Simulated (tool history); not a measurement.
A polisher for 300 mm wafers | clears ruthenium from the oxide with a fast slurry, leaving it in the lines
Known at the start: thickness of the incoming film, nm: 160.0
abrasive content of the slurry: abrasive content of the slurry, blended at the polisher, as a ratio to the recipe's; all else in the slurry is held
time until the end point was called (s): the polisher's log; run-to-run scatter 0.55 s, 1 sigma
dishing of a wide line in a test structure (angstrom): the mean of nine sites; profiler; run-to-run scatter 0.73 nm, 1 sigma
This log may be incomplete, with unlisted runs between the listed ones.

run  hour  flow of slurry (ml/min)  pressure of the wafer on the pad (kPa)  speed of the pad under the wafer (cm/s)  abrasive content of the slurry  overpolish time after the end point (s)  time until the end point was called (s)  dishing of a wide line in a test structure (angstrom)
  1     0                      245                                    24.1                                      102                               1                                       28                                   23.733                                                 1184.4
  2   3.2                      270                                    24.1                                      102                               1                                       28                                   23.934                                                 1186.5
  3   5.9                      270                                    20.7                                      102                               1                                       28                                   27.991                                                 1081.6
  4  11.8                      240                                      20                                       92                               1                                       23                                   32.211                                                  809.8
  5  17.6                      240                                    24.8                                       92                               1                                       23                                   26.434                                                 984.74
  6  22.4                      205                                    24.8                                       92                               1                                       23                                   26.702                                                 924.35
  7  25.3                      145                                    17.9                                       80                               1                                        9                                   44.642                                                    271
  8  26.2                      160                                    17.2                                       80                               1                                       11                                   44.974                                                 310.96
  9  32.4                      165                                    16.5                                       80                               1                                       12                                   47.262                                                 345.57
 10  40.3                      170                                    16.5                                       80                               1                                       12                                   46.327                                                  351.1

For run 11, what comes out?
 11  44.4                      175                                    16.5                                       80                               1                                       12                                        ?                                                      ?

Logged for run 11: time until the end point was called (s) 46.107, dishing of a wide line in a test structure (angstrom) 340.43.
